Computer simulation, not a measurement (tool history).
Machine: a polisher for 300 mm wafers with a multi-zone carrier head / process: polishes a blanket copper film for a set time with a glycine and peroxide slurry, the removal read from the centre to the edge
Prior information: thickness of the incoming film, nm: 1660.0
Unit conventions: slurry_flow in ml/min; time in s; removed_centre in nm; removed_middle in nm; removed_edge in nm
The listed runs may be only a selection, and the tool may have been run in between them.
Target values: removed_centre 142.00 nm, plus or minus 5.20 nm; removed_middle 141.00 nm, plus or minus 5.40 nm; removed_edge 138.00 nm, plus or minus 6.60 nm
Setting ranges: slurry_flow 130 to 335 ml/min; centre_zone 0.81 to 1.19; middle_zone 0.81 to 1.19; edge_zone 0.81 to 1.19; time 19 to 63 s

run  hour  slurry_flow  centre_zone  middle_zone  edge_zone  time  removed_centre  removed_middle  removed_edge
  1   0.0          215         1.00         1.00       1.00    41          249.11          250.98        255.47
  2   1.4          215         1.00         0.99       0.98    37          223.71          225.24        232.32
  3   4.3          215         1.00         1.07       0.98    37          223.32          237.72        232.08
  4   7.3          215         1.00         1.07       0.98    29          174.15          190.95        181.24
  5  16.2          215         1.00         1.01       0.98    29          175.64          176.04        179.67
  6  23.0          215         1.00         1.01       0.96    28          168.65          170.67        170.04
  7  26.7          195         0.96         0.91       0.86    24          137.62          132.27        140.00
  8  31.9          200         0.96         0.92       0.85    24          137.28          135.34        138.50

Which of these 5 next moves meets every target?
  A  37.1          205         0.90         0.90       0.86    24               ?               ?             ?
  B  37.1          195         1.00         0.91       0.88    23               ?               ?             ?
  C  37.1          190         0.94         0.97       0.81    24               ?               ?             ?
  D  37.1          195         0.99         0.96       0.84    24               ?               ?             ?
  E  37.1          180         0.89         0.91       0.91    24               ?               ?             ?

move  removed_centre  removed_middle  removed_edge
   A          131.35          134.86        138.80
   B          138.68          129.26        133.42
   C          135.34          141.57        134.21
   D          143.30          140.95        136.58
   E          126.66          133.07        139.71
A: the biggest miss grows against the last run
B: the biggest miss grows against the last run
C: corrects the largest miss of the last run, while another result sits out of spec
D: every result lands within tolerance
E: the biggest miss grows against the last run
D is the move that brings every result within its allowed miss.
